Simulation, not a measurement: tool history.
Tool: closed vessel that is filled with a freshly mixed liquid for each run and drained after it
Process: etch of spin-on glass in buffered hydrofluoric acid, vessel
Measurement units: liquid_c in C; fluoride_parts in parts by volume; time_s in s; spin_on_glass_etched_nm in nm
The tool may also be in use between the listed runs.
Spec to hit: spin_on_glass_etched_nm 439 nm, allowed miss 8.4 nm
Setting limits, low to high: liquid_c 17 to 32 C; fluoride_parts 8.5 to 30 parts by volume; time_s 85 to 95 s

| run | hour | liquid_c | fluoride_parts | time_s | spin_on_glass_etched_nm |
|---|---|---|---|---|---|
| 1 | 0 | 24 | 23.5 | 85 | 266.45 |
| 2 | 6.7 | 26 | 23.5 | 85 | 298.55 |
| 3 | 13 | 26 | 19 | 85 | 352.16 |
| 4 | 14.2 | 26.5 | 19 | 85 | 360.36 |
| 5 | 18.7 | 27 | 19 | 85 | 373.35 |
| 6 | 27.4 | 27.5 | 19 | 85 | 381.39 |
| 7 | 29.5 | 28 | 19 | 85 | 390.92 |
| 8 | 38.7 | 28.5 | 19 | 85 | 401.85 |
| 9 | 42.1 | 29 | 19 | 85 | 412.34 |
|  | 47.1 | thermometer replaced |
| 10 | 47.1 | 29.5 | 19 | 85 | 391.35 |
| 11 | 54.9 | 30 | 19 | 85 | 404.26 |

Which one of the following 5 next-run settings gets every result inside its allowed miss? There is exactly one.
| A | 62.7 | 29.5 | 16 | 85 | ? |
| B | 62.7 | 32 | 20.5 | 95 | ? |
| C | 62.7 | 30 | 16.5 | 85 | ? |
| D | 62.7 | 32 | 23.5 | 85 | ? |
| E | 62.7 | 32 | 20.5 | 90 | ? |

| move | spin_on_glass_etched_nm |
|---|---|
| A | 460.68 |
| B | 463.68 |
| C | 458.91 |
| D | 378.01 |
| E | 439.28 |
A: carries the result that was furthest off beyond its target, to the other side
B: carries the result that was furthest off beyond its target, to the other side
C: carries the result that was furthest off beyond its target, to the other side
D: its largest miss is bigger than the last run's
E: all results in spec
E meets every target.
